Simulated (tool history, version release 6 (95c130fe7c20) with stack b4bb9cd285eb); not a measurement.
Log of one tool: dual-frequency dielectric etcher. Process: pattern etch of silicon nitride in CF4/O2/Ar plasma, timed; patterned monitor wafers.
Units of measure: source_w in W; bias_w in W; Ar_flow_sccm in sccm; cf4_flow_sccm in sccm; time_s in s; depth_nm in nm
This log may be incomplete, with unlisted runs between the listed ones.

Run 1, hour 0.0: source_w 630 W, bias_w 42 W, Ar_flow_sccm 105 sccm, cf4_flow_sccm 85 sccm, time_s 62.5 s. Result: depth_nm 137.71 nm.
Run 2, hour 2.4: source_w 630 W, bias_w 46 W, Ar_flow_sccm 105 sccm, cf4_flow_sccm 85 sccm, time_s 62.5 s. Result: depth_nm 144.71 nm.
Run 3, hour 4.6: source_w 550 W, bias_w 46 W, Ar_flow_sccm 105 sccm, cf4_flow_sccm 85 sccm, time_s 62.5 s. Result: depth_nm 125.11 nm.
Run 4, hour 9.2: source_w 590 W, bias_w 46 W, Ar_flow_sccm 105 sccm, cf4_flow_sccm 85 sccm, time_s 62.5 s. Result: depth_nm 135.21 nm.
Run 5, hour 16.8: source_w 590 W, bias_w 53 W, Ar_flow_sccm 105 sccm, cf4_flow_sccm 85 sccm, time_s 62.5 s. Result: depth_nm 145.62 nm.
Run 6, hour 21.9: source_w 610 W, bias_w 53 W, Ar_flow_sccm 105 sccm, cf4_flow_sccm 85 sccm, time_s 62.5 s. Result: depth_nm 151.30 nm.
Run 7, hour 27.3: source_w 620 W, bias_w 53 W, Ar_flow_sccm 105 sccm, cf4_flow_sccm 85 sccm, time_s 62.5 s. Result: depth_nm 153.29 nm.

Run 8 has not been measured yet. What should we expect?
Run 8, hour 27.9: source_w 630 W, bias_w 53 W, Ar_flow_sccm 105 sccm, cf4_flow_sccm 85 sccm, time_s 62.5 s. Result: depth_nm ?.

depth_nm: 157.26 nm

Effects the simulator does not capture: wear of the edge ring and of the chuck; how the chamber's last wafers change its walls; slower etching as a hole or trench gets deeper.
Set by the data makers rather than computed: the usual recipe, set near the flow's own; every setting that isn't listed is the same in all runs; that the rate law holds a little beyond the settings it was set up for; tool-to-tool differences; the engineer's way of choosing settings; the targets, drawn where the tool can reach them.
